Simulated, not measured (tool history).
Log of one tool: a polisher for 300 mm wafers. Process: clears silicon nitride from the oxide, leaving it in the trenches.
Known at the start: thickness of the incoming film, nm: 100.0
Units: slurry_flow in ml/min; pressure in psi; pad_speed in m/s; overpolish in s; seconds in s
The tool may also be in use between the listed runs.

Run 1, hour 0.0: slurry_flow 150 ml/min, pressure 3.4 psi, pad_speed 1.18 m/s, overpolish 41 s. Result: seconds 60.687 s.
Run 2, hour 5.5: slurry_flow 150 ml/min, pressure 3.4 psi, pad_speed 1.18 m/s, overpolish 41 s. Result: seconds 62.339 s.
Run 3, hour 9.6: slurry_flow 165 ml/min, pressure 3.4 psi, pad_speed 1.18 m/s, overpolish 41 s. Result: seconds 61.873 s.
Run 4, hour 10.1: slurry_flow 165 ml/min, pressure 3.4 psi, pad_speed 0.96 m/s, overpolish 41 s. Result: seconds 74.271 s.
Run 5, hour 15.3: slurry_flow 135 ml/min, pressure 3.4 psi, pad_speed 0.96 m/s, overpolish 41 s. Result: seconds 76.883 s.
Run 6, hour 18.7: slurry_flow 135 ml/min, pressure 3.0 psi, pad_speed 0.94 m/s, overpolish 41 s. Result: seconds 87.911 s.
Run 7, hour 23.2: slurry_flow 135 ml/min, pressure 2.7 psi, pad_speed 0.92 m/s, overpolish 41 s. Result: seconds 99.763 s.
Run 8, hour 30.2: slurry_flow 135 ml/min, pressure 2.5 psi, pad_speed 0.90 m/s, overpolish 41 s. Result: seconds 113.020 s.

Forecast run 9:
Run 9, hour 34.6: slurry_flow 135 ml/min, pressure 2.4 psi, pad_speed 0.90 m/s, overpolish 41 s. Result: seconds ?.

Run 9 gave seconds 115.200 s.

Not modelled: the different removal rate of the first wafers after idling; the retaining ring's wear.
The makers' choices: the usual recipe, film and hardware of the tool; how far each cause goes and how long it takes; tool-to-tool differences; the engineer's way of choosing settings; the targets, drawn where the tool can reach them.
